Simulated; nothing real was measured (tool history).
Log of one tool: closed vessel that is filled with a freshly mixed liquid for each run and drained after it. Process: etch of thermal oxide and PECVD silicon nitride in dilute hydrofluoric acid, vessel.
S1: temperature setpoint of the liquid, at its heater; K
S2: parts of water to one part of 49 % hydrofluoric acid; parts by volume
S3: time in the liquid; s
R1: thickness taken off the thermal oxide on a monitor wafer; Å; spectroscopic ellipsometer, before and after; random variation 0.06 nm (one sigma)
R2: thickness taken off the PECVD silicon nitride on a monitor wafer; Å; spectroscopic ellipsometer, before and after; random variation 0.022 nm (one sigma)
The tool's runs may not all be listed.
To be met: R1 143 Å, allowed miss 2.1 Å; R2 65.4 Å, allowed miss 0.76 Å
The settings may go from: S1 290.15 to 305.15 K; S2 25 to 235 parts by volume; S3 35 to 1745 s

run	hour	S1	S2	S3	R1	R2
1	0	297.15	130	890	300.6	121.99
2	4.1	297.15	130	1240	418.87	170.52
3	8.2	297.15	95	1240	596.47	232.72
4	12.6	297.15	115	1240	482.84	192.18
5	18.3	297.15	130	1240	417.37	169.98
6	20.3	297.15	150	1240	355.54	147.03
7	25.6	297.15	160	1225	323.87	137.35
8	32.4	297.15	170	1215	298.38	128.24
9	37.3	297.15	180	1200	273.77	119.31
10	40	295.15	230	1075	172.08	73.779
11	46	295.15	230	1055	167.81	72.32
# hour 51.1: thermometer replaced
12	51.1	295.15	230	1035	155.09	64.219
13	52.1	295.65	230	1025	156.09	65.739
14	52.9	296.15	230	1020	156.94	67.448
15	58.9	298.15	235	910	148.07	66.687

4 next moves are on the table. One of them brings every result within its allowed miss. Which?
A	64.9	296.15	205	870	?	?
B	64.9	300.15	205	690	?	?
C	64.9	299.65	215	770	?	?
D	64.9	300.65	230	780	?	?

move	R1	R2
A	155.95	63.84
B	143.09	65.024
C	147.89	67.082
D	142.63	67.486
A: further off than the last run
B: meets every target
C: as far off as the last run
D: brings the result that was furthest off to its target, and leaves another outside
Move B is the one to make.
